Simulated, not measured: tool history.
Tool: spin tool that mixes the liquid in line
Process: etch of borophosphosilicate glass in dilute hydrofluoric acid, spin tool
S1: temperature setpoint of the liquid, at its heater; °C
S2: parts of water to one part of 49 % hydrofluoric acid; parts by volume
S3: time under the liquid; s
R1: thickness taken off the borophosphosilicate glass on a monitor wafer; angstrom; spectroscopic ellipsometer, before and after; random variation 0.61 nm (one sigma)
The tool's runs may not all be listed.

Run 1, day 0.000: S1 23.0 °C, S2 135 parts by volume, S3 185 s. Result: R1 931.68 angstrom.
Run 2, day 0.154: S1 24.0 °C, S2 135 parts by volume, S3 185 s. Result: R1 973.97 angstrom.
Run 3, day 0.442: S1 25.0 °C, S2 135 parts by volume, S3 185 s. Result: R1 1005.60 angstrom.
Run 4, day 0.621: S1 21.5 °C, S2 135 parts by volume, S3 185 s. Result: R1 880.97 angstrom.
Run 5, day 0.788: S1 21.5 °C, S2 180 parts by volume, S3 185 s. Result: R1 622.62 angstrom.
Run 6, day 1.121: S1 22.5 °C, S2 175 parts by volume, S3 185 s. Result: R1 681.77 angstrom.

Forecast run 7:
Run 7, day 1.171: S1 23.5 °C, S2 170 parts by volume, S3 185 s. Result: R1 ?.

{"run 7": {"R1": 725.49}}
